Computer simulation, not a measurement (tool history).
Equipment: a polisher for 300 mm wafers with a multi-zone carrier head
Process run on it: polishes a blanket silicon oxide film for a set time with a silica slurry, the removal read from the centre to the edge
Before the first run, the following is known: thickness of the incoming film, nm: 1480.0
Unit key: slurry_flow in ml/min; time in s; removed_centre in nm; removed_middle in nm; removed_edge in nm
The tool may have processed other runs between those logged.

| run | day | slurry_flow | centre_zone | middle_zone | edge_zone | slurry_solids | time | removed_centre | removed_middle | removed_edge |
|---|---|---|---|---|---|---|---|---|---|---|
| 1 | 0.000 | 230 | 1.00 | 1.00 | 1.00 | 1.00 | 44 | 110.24 | 111.07 | 108.53 |
| 2 | 0.188 | 190 | 1.00 | 1.00 | 1.00 | 1.00 | 44 | 104.02 | 105.50 | 106.18 |
| 3 | 0.508 | 190 | 1.00 | 1.07 | 1.00 | 1.00 | 44 | 105.29 | 113.48 | 107.06 |
| 4 | 0.862 | 145 | 1.00 | 1.07 | 1.00 | 1.00 | 44 | 100.32 | 105.53 | 102.22 |
| 5 | 1.046 | 160 | 1.02 | 1.05 | 1.02 | 1.05 | 44 | 108.85 | 111.13 | 108.95 |
| 6 | 1.183 | 160 | 0.96 | 1.05 | 1.02 | 1.05 | 44 | 100.39 | 111.67 | 111.43 |
| 7 | 1.542 | 170 | 0.98 | 1.03 | 1.04 | 1.10 | 44 | 105.25 | 116.06 | 115.30 |
| 8 | 1.708 | 140 | 1.08 | 0.93 | 1.14 | 1.35 | 49 | 140.82 | 123.24 | 143.97 |
| 9 | 1.783 | 145 | 1.09 | 0.93 | 1.15 | 1.35 | 49 | 145.52 | 124.48 | 146.58 |
| 10 | 2.033 | 150 | 1.09 | 0.93 | 1.15 | 1.35 | 49 | 144.69 | 126.60 | 146.98 |

Predict the results of run 11:
| 11 | 2.400 | 155 | 1.10 | 0.93 | 1.15 | 1.35 | 49 | ? | ? | ? |

Run 11 yielded removed_centre 146.77 nm, removed_middle 127.46 nm, removed_edge 149.99 nm.

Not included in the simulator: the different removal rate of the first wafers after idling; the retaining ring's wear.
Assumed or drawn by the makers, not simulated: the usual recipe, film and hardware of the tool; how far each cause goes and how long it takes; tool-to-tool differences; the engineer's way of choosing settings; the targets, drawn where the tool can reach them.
